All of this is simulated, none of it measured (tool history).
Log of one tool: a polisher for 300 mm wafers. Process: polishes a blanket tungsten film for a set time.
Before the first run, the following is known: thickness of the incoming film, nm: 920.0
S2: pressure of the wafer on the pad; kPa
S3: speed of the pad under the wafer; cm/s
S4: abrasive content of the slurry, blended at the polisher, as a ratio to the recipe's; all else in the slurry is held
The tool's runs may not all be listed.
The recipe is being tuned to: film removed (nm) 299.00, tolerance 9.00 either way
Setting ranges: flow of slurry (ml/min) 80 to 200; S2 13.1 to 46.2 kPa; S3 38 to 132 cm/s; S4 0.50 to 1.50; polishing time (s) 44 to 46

Run 1, hour 0.0: flow of slurry (ml/min) 130, S2 29.6 kPa, S3 84 cm/s, S4 1.00, polishing time (s) 44. Result: film removed (nm) 209.19.
Run 2, hour 8.7: flow of slurry (ml/min) 140, S2 32.4 kPa, S3 84 cm/s, S4 1.00, polishing time (s) 44. Result: film removed (nm) 231.05.
Run 3, hour 11.0: flow of slurry (ml/min) 140, S2 32.4 kPa, S3 74 cm/s, S4 1.00, polishing time (s) 44. Result: film removed (nm) 205.61.
Run 4, hour 18.4: flow of slurry (ml/min) 145, S2 35.9 kPa, S3 74 cm/s, S4 1.00, polishing time (s) 44. Result: film removed (nm) 224.73.
Run 5, hour 21.1: flow of slurry (ml/min) 145, S2 35.9 kPa, S3 74 cm/s, S4 1.00, polishing time (s) 46. Result: film removed (nm) 236.55.
Run 6, hour 30.0: flow of slurry (ml/min) 145, S2 33.1 kPa, S3 74 cm/s, S4 1.00, polishing time (s) 46. Result: film removed (nm) 220.53.
Run 7, hour 35.2: flow of slurry (ml/min) 150, S2 36.5 kPa, S3 74 cm/s, S4 1.00, polishing time (s) 46. Result: film removed (nm) 244.58.
Run 8, hour 43.3: flow of slurry (ml/min) 155, S2 38.6 kPa, S3 74 cm/s, S4 1.00, polishing time (s) 46. Result: film removed (nm) 253.76.
Run 9, hour 48.8: flow of slurry (ml/min) 155, S2 40.7 kPa, S3 74 cm/s, S4 1.00, polishing time (s) 46. Result: film removed (nm) 269.44.
Run 10, hour 57.9: flow of slurry (ml/min) 155, S2 42.1 kPa, S3 74 cm/s, S4 1.00, polishing time (s) 46. Result: film removed (nm) 273.49.
Run 11, hour 62.1: flow of slurry (ml/min) 160, S2 42.7 kPa, S3 74 cm/s, S4 1.00, polishing time (s) 46. Result: film removed (nm) 284.33.
Run 12, hour 71.1: flow of slurry (ml/min) 160, S2 43.4 kPa, S3 74 cm/s, S4 1.00, polishing time (s) 46. Result: film removed (nm) 286.80.

Next run, 4 choices. One meets every target within its allowed miss, the rest don't. Which?
Run A, hour 80.1: flow of slurry (ml/min) 140, S2 41.4 kPa, S3 78 cm/s, S4 1.05, polishing time (s) 44. Result: film removed (nm) ?.
Run B, hour 80.1: flow of slurry (ml/min) 170, S2 40.0 kPa, S3 86 cm/s, S4 1.15, polishing time (s) 44. Result: film removed (nm) ?.
Run C, hour 80.1: flow of slurry (ml/min) 165, S2 40.7 kPa, S3 74 cm/s, S4 1.00, polishing time (s) 46. Result: film removed (nm) ?.
Run D, hour 80.1: flow of slurry (ml/min) 165, S2 39.3 kPa, S3 76 cm/s, S4 1.20, polishing time (s) 46. Result: film removed (nm) ?.

move  film removed (nm)
   A             271.46
   B             303.28
   C             271.55
   D             279.42
A: lands further from the targets than the last run did
B: all results in spec
C: lands further from the targets than the last run did
D: lands further from the targets than the last run did
B meets every target.
